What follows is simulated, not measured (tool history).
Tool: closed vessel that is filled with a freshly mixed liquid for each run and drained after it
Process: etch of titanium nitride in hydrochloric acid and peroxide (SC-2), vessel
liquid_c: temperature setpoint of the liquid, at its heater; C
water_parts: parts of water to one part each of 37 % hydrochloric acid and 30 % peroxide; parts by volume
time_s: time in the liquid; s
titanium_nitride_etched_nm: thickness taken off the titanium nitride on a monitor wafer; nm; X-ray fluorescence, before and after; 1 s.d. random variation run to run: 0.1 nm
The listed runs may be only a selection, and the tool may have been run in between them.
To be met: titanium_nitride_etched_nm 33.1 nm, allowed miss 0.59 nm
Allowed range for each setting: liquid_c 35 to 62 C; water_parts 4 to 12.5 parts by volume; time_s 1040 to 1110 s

Run 1, hour 0: liquid_c 46 C, water_parts 7 parts by volume, time_s 1040 s. Result: titanium_nitride_etched_nm 23.152 nm.
Run 2, hour 1: liquid_c 47 C, water_parts 7 parts by volume, time_s 1040 s. Result: titanium_nitride_etched_nm 24.817 nm.
Run 3, hour 7.3: liquid_c 47 C, water_parts 7 parts by volume, time_s 1040 s. Result: titanium_nitride_etched_nm 24.699 nm.
Run 4, hour 9.7: liquid_c 48 C, water_parts 7 parts by volume, time_s 1040 s. Result: titanium_nitride_etched_nm 26.586 nm.
Run 5, hour 10.8: liquid_c 48 C, water_parts 9 parts by volume, time_s 1040 s. Result: titanium_nitride_etched_nm 21.798 nm.
At hour 17.2: chemicals flow meter replaced.
Run 6, hour 17.2: liquid_c 49.5 C, water_parts 9 parts by volume, time_s 1040 s. Result: titanium_nitride_etched_nm 23.158 nm.
Run 7, hour 19.4: liquid_c 56.5 C, water_parts 9 parts by volume, time_s 1040 s. Result: titanium_nitride_etched_nm 36.511 nm.
Run 8, hour 22.7: liquid_c 56 C, water_parts 9 parts by volume, time_s 1040 s. Result: titanium_nitride_etched_nm 35.103 nm.
Run 9, hour 28.1: liquid_c 55.5 C, water_parts 9 parts by volume, time_s 1040 s. Result: titanium_nitride_etched_nm 34.123 nm.

Exactly one of the 5 candidate moves below puts every result within its allowed miss. Which one?
Run A, hour 33.5: liquid_c 55.5 C, water_parts 9.5 parts by volume, time_s 1060 s. Result: titanium_nitride_etched_nm ?.
Run B, hour 33.5: liquid_c 56 C, water_parts 9 parts by volume, time_s 1055 s. Result: titanium_nitride_etched_nm ?.
Run C, hour 33.5: liquid_c 57 C, water_parts 10 parts by volume, time_s 1040 s. Result: titanium_nitride_etched_nm ?.
Run D, hour 33.5: liquid_c 55.5 C, water_parts 9 parts by volume, time_s 1060 s. Result: titanium_nitride_etched_nm ?.
Run E, hour 33.5: liquid_c 56 C, water_parts 9.5 parts by volume, time_s 1085 s. Result: titanium_nitride_etched_nm ?.

move  titanium_nitride_etched_nm
   A                      33.364
   B                      35.851
   C                       34.54
   D                       34.88
   E                      35.268
A: every result lands within tolerance
B: moves away from the targets compared with the last run
C: moves away from the targets compared with the last run
D: moves away from the targets compared with the last run
E: moves away from the targets compared with the last run
A meets every target.
